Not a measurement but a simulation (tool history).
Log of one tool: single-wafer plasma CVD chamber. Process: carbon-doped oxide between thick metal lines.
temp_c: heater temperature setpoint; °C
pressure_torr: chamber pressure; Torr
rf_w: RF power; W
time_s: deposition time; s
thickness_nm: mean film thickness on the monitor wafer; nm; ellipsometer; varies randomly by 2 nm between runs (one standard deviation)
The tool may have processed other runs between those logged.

Run 1, hour 0: temp_c 375 °C, pressure_torr 6.9 Torr, rf_w 455 W, time_s 161 s. Result: thickness_nm 718.88 nm.
Run 2, hour 5.2: temp_c 378 °C, pressure_torr 6.47 Torr, rf_w 440 W, time_s 161 s. Result: thickness_nm 696.09 nm.
Run 3, hour 12.9: temp_c 381 °C, pressure_torr 6.14 Torr, rf_w 425 W, time_s 161 s. Result: thickness_nm 672.49 nm.
Run 4, hour 21.5: temp_c 381 °C, pressure_torr 6.14 Torr, rf_w 425 W, time_s 153 s. Result: thickness_nm 639.35 nm.
Run 5, hour 24.1: temp_c 381 °C, pressure_torr 6.14 Torr, rf_w 425 W, time_s 161 s. Result: thickness_nm 671.83 nm.
At hour 27.1: thermocouple changed; heater temperature recalibrated.
Run 6, hour 27.1: temp_c 387 °C, pressure_torr 6.14 Torr, rf_w 425 W, time_s 161 s. Result: thickness_nm 668.06 nm.
Run 7, hour 34.1: temp_c 387 °C, pressure_torr 5.78 Torr, rf_w 415 W, time_s 161 s. Result: thickness_nm 651.33 nm.

Forecast run 8:
Run 8, hour 36.8: temp_c 394 °C, pressure_torr 4.4 Torr, rf_w 405 W, time_s 161 s. Result: thickness_nm ?.

thickness_nm: 590.8 nm
